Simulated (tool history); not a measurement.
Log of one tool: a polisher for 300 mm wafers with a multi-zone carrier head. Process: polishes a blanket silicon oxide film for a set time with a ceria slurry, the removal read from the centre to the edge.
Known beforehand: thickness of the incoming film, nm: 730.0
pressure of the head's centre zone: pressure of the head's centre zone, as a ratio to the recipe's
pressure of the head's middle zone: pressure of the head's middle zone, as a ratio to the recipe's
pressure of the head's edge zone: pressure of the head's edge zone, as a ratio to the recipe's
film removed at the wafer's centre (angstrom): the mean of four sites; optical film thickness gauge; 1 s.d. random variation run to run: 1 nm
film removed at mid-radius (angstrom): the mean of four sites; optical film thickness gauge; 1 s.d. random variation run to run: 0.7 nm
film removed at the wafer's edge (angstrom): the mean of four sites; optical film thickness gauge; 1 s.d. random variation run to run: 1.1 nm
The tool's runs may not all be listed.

run,hour,flow of slurry (ml/min),pressure of the head's centre zone,pressure of the head's middle zone,pressure of the head's edge zone,polishing time (s),film removed at the wafer's centre (angstrom),film removed at mid-radius (angstrom),film removed at the wafer's edge (angstrom)
1,0,210,1,1,1,57,1540.6,1503.1,1503.6
2,8,210,1,0.95,1,57,1501.6,1468.7,1494.7
3,10.6,240,1,0.95,1,57,1535.9,1458.2,1544.7
4,13.3,210,0.98,0.95,0.95,49,1289.4,1239.2,1269.5
5,17.4,185,0.96,0.98,0.91,43,1079.6,1102.7,1092.8
6,26.2,185,0.96,0.94,0.91,43,1078.3,1054.6,1096.8

The next listed run, before its measurement:
7,32,205,0.97,1.04,0.81,27,?,?,?

For run 7 the tool returned film removed at the wafer's centre (angstrom) 702.34, film removed at mid-radius (angstrom) 723.93, film removed at the wafer's edge (angstrom) 652.38.
